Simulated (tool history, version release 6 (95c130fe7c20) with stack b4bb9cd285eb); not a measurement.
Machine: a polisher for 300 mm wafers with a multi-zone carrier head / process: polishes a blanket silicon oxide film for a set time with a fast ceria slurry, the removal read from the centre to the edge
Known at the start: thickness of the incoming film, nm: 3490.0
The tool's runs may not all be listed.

run	hour	flow of slurry (ml/min)	pressure of the head's centre zone	pressure of the head's middle zone	pressure of the head's edge zone	polishing time (s)	film removed at the wafer's centre (nm)	film removed at mid-radius (nm)	film removed at the wafer's edge (nm)
1	0.0	240	1.00	1.00	1.00	33	522.75	519.77	528.52
2	4.7	230	0.94	1.00	0.98	30	446.81	467.90	472.80
3	8.6	230	0.94	1.00	0.98	24	364.13	379.51	381.11
4	16.9	230	0.94	1.00	1.01	24	363.72	379.57	382.95
5	18.9	220	0.90	1.01	1.02	23	333.56	374.39	369.52
6	23.3	220	0.90	1.01	1.02	17	244.36	268.51	276.15
7	31.9	220	0.90	1.01	1.02	17	242.49	265.67	273.70

Run 8, settings as shown, results not yet in. Your forecast:
8	36.6	250	0.89	1.11	1.12	25	?	?	?

For run 8 the tool returned film removed at the wafer's centre (nm) 361.38, film removed at mid-radius (nm) 443.89, film removed at the wafer's edge (nm) 432.03.

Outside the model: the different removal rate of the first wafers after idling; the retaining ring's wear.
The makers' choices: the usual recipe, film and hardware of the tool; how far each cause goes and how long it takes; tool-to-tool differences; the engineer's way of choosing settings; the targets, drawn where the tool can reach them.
